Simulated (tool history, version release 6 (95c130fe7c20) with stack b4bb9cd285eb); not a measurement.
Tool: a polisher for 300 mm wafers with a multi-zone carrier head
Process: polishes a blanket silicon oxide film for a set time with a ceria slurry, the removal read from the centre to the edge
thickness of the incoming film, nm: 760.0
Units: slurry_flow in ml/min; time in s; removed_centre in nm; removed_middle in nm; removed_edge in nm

run	hour	slurry_flow	centre_zone	middle_zone	edge_zone	time	removed_centre	removed_middle	removed_edge
1	0.0	275	1.00	1.00	1.00	65	192.72	191.89	191.26
2	7.5	330	1.00	1.00	1.00	65	195.81	196.14	193.48
3	8.7	330	1.00	1.00	0.92	65	195.12	199.75	186.43
4	14.9	355	1.00	1.00	0.92	65	195.51	201.34	187.95
5	19.3	355	1.00	1.00	0.96	65	197.53	195.69	191.02
6	19.9	355	0.93	1.00	0.96	65	181.68	198.29	189.89
7	28.8	350	0.92	0.98	0.95	63	172.68	195.39	184.00
8	37.4	350	0.92	0.97	0.96	61	170.80	182.96	179.17
9	44.3	350	0.91	0.95	0.95	59	163.18	169.72	170.75
10	48.9	345	0.90	0.94	0.94	58	156.30	165.15	168.66
11	52.8	345	0.89	0.93	0.93	57	153.02	164.50	164.83

The next listed run, before its measurement:
12	54.4	340	0.88	0.92	0.92	56	?	?	?

{"run 12": {"removed_centre": 147.76, "removed_middle": 158.77, "removed_edge": 160.1}}

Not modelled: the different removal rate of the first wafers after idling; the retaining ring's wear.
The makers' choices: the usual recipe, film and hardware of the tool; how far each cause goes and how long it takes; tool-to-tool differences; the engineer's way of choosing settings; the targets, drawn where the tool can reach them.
